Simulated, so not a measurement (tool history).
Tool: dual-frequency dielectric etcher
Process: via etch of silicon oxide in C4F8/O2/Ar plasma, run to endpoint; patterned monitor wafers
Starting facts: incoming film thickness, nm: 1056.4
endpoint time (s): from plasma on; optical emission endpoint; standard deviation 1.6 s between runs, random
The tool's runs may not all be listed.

run 1 hour=0 | source_power_(kW)=1.51 bias_power_(kW)=2.086 | endpoint_time_(s)=271.76
run 2 hour=8.5 | source_power_(kW)=1.74 bias_power_(kW)=2.086 | endpoint_time_(s)=256.99
run 3 hour=10.2 | source_power_(kW)=1.61 bias_power_(kW)=2.045 | endpoint_time_(s)=266.15
run 4 hour=18.8 | source_power_(kW)=1.61 bias_power_(kW)=2.289 | endpoint_time_(s)=257.59
run 5 hour=22.8 | source_power_(kW)=1.61 bias_power_(kW)=1.997 | endpoint_time_(s)=268.35
run 6 hour=27.7 | source_power_(kW)=1.61 bias_power_(kW)=1.851 | endpoint_time_(s)=273.91
run 7 hour=31.9 | source_power_(kW)=1.54 bias_power_(kW)=1.828 | endpoint_time_(s)=276.4

Forecast run 8:
run 8 hour=33.9 | source_power_(kW)=1.47 bias_power_(kW)=1.797 | endpoint_time_(s)=?

{"run 8": {"endpoint time (s)": 283.03}}
